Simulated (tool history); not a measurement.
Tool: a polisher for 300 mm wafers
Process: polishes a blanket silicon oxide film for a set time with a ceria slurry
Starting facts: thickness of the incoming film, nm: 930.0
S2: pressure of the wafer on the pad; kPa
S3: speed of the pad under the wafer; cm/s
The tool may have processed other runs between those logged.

Run 1, hour 0: flow of slurry (ml/min) 215, S2 20 kPa, S3 132 cm/s, polishing time (s) 28. Result: film removed (Å) 1681.1.
Run 2, hour 1.1: flow of slurry (ml/min) 165, S2 20 kPa, S3 132 cm/s, polishing time (s) 28. Result: film removed (Å) 1582.7.
Run 3, hour 4.1: flow of slurry (ml/min) 165, S2 20 kPa, S3 100 cm/s, polishing time (s) 28. Result: film removed (Å) 1246.3.
Run 4, hour 7: flow of slurry (ml/min) 170, S2 22.1 kPa, S3 108 cm/s, polishing time (s) 28. Result: film removed (Å) 1466.5.
Run 5, hour 13.9: flow of slurry (ml/min) 170, S2 22.1 kPa, S3 108 cm/s, polishing time (s) 24. Result: film removed (Å) 1281.8.
Run 6, hour 18.4: flow of slurry (ml/min) 175, S2 24.1 kPa, S3 118 cm/s, polishing time (s) 24. Result: film removed (Å) 1470.7.
Run 7, hour 20.7: flow of slurry (ml/min) 180, S2 25.5 kPa, S3 130 cm/s, polishing time (s) 24. Result: film removed (Å) 1732.9.
Run 8, hour 22.4: flow of slurry (ml/min) 185, S2 26.9 kPa, S3 138 cm/s, polishing time (s) 24. Result: film removed (Å) 1935.1.
Run 9, hour 26.4: flow of slurry (ml/min) 190, S2 27.6 kPa, S3 144 cm/s, polishing time (s) 24. Result: film removed (Å) 2031.6.
Run 10, hour 31.7: flow of slurry (ml/min) 195, S2 28.3 kPa, S3 152 cm/s, polishing time (s) 24. Result: film removed (Å) 2305.4.
Run 11, hour 32.7: flow of slurry (ml/min) 200, S2 29 kPa, S3 156 cm/s, polishing time (s) 24. Result: film removed (Å) 2322.2.
Run 12, hour 34.6: flow of slurry (ml/min) 200, S2 29.6 kPa, S3 162 cm/s, polishing time (s) 24. Result: film removed (Å) 2530.8.

For run 13, what comes out?
Run 13, hour 39.4: flow of slurry (ml/min) 200, S2 29.6 kPa, S3 166 cm/s, polishing time (s) 24. Result: film removed (Å) ?.

Run 13 measured film removed (Å) 2501.8.
